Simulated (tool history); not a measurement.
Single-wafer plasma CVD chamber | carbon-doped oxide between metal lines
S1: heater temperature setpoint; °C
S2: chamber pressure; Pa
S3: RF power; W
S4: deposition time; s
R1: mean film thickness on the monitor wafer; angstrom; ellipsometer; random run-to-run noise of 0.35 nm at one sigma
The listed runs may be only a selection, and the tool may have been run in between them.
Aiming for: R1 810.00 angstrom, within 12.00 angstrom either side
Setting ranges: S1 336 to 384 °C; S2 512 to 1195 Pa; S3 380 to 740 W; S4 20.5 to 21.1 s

run 1 day=0.000 | S1=360 S2=853 S3=560 S4=20.5 | R1=1143.40
run 2 day=0.296 | S1=360 S2=853 S3=560 S4=21.1 | R1=1170.40
run 3 day=0.596 | S1=364 S2=803 S3=535 S4=21.0 | R1=1098.80
run 4 day=0.762 | S1=366 S2=767 S3=515 S4=21.0 | R1=1037.90
run 5 day=0.892 | S1=368 S2=732 S3=505 S4=21.0 | R1=1009.80
run 6 day=1.179 | S1=370 S2=701 S3=495 S4=21.0 | R1=983.14
run 7 day=1.442 | S1=372 S2=676 S3=485 S4=21.0 | R1=960.37
run 8 day=1.542 | S1=381 S2=552 S3=395 S4=20.7 | R1=689.50
run 9 day=1.912 | S1=378 S2=559 S3=395 S4=20.7 | R1=697.72
run 10 day=2.179 | S1=378 S2=559 S3=395 S4=20.7 | R1=687.65
run 11 day=2.221 | S1=375 S2=595 S3=395 S4=20.7 | R1=706.81
run 12 day=2.358 | S1=363 S2=727 S3=400 S4=20.7 | R1=753.82
run 13 day=2.600 | S1=363 S2=757 S3=400 S4=20.7 | R1=755.03
run 14 day=2.858 | S1=362 S2=787 S3=400 S4=20.7 | R1=758.04
run 15 day=3.125 | S1=361 S2=811 S3=400 S4=20.7 | R1=762.43

Which one of the following 5 next-run settings gets every result inside its allowed miss? There is exactly one.
run A day=3.392 | S1=362 S2=829 S3=410 S4=20.5 | R1=?
run B day=3.392 | S1=382 S2=1004 S3=395 S4=20.8 | R1=?
run C day=3.392 | S1=366 S2=799 S3=385 S4=20.5 | R1=?
run D day=3.392 | S1=360 S2=815 S3=410 S4=21.1 | R1=?
run E day=3.392 | S1=349 S2=697 S3=400 S4=21.1 | R1=?

move=A R1=783.89
move=B R1=733.60
move=C R1=705.33
move=D R1=808.48
move=E R1=787.35
A: gains on the last run, yet a result remains outside its allowed miss
B: further off than the last run
C: further off than the last run
D: in spec on every target
E: gains on the last run, yet a result remains outside its allowed miss
Correct choice: D, which meets every target
